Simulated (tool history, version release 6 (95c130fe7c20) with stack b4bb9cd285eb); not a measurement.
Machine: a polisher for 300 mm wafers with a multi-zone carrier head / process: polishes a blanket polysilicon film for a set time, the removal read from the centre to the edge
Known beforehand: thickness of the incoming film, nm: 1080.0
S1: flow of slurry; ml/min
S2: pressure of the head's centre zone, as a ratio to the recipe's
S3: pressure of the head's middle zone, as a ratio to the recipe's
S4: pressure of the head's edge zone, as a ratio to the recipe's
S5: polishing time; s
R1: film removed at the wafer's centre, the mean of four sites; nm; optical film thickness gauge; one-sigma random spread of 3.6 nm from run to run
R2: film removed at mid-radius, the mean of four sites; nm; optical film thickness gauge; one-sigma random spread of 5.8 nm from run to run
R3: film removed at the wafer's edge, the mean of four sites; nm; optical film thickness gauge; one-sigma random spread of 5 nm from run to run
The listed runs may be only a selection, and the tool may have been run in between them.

run	hour	S1	S2	S3	S4	S5	R1	R2	R3
1	0.0	135	1.00	1.00	1.00	49	339.68	312.50	303.92
2	0.8	140	0.96	1.01	1.05	52	346.58	336.52	332.95
3	2.2	150	0.94	1.02	1.09	54	362.89	350.15	352.10
4	10.5	150	0.91	1.03	1.11	56	360.87	373.69	370.87
5	17.0	160	0.91	1.03	1.11	56	366.82	380.27	375.99
6	25.5	160	0.87	1.03	1.11	56	347.53	388.72	376.52

Run 7 has not been measured yet. What should we expect?
7	33.3	165	0.87	1.02	1.13	57	?	?	?

Run 7 measured R1 357.86 nm, R2 377.51 nm, R3 385.08 nm.
